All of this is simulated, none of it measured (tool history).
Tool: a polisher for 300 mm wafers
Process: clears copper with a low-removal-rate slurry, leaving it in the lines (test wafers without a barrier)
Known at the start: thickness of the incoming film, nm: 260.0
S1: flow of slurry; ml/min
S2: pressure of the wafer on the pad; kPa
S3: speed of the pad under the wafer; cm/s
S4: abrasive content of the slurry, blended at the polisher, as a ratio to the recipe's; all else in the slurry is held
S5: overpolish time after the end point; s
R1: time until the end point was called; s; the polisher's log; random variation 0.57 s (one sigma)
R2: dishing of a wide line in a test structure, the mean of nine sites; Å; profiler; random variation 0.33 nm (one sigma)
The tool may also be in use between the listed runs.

| run | day | S1 | S2 | S3 | S4 | S5 | R1 | R2 |
|---|---|---|---|---|---|---|---|---|
| 1 | 0.000 | 200 | 20.7 | 112 | 1.0 | 10 | 75.661 | 251.82 |
| 2 | 0.071 | 200 | 20.7 | 112 | 0.8 | 10 | 79.475 | 231.33 |
| 3 | 0.438 | 200 | 20.7 | 128 | 0.8 | 10 | 73.051 | 251.51 |
| 4 | 0.550 | 200 | 20.7 | 128 | 0.8 | 7 | 72.309 | 177.71 |
| 5 | 0.579 | 150 | 20.7 | 128 | 0.8 | 7 | 75.913 | 178.74 |
| 6 | 0.792 | 150 | 20.7 | 110 | 0.8 | 7 | 82.736 | 163.49 |
| 7 | 0.892 | 155 | 22.1 | 110 | 0.8 | 7 | 78.693 | 173.39 |
| 8 | 1.129 | 160 | 22.8 | 110 | 0.8 | 7 | 75.269 | 178.99 |
| 9 | 1.204 | 165 | 23.4 | 110 | 0.8 | 7 | 73.363 | 187.43 |
| 10 | 1.429 | 165 | 23.4 | 110 | 0.8 | 7 | 72.042 | 183.36 |
| 11 | 1.683 | 170 | 24.1 | 110 | 0.8 | 7 | 70.195 | 189.52 |
| 12 | 1.912 | 175 | 24.8 | 110 | 0.8 | 7 | 68.919 | 193.09 |

Forecast run 13:
| 13 | 1.942 | 175 | 25.5 | 110 | 0.8 | 7 | ? | ? |

R1: 67.604 s
R2: 198.42 Å
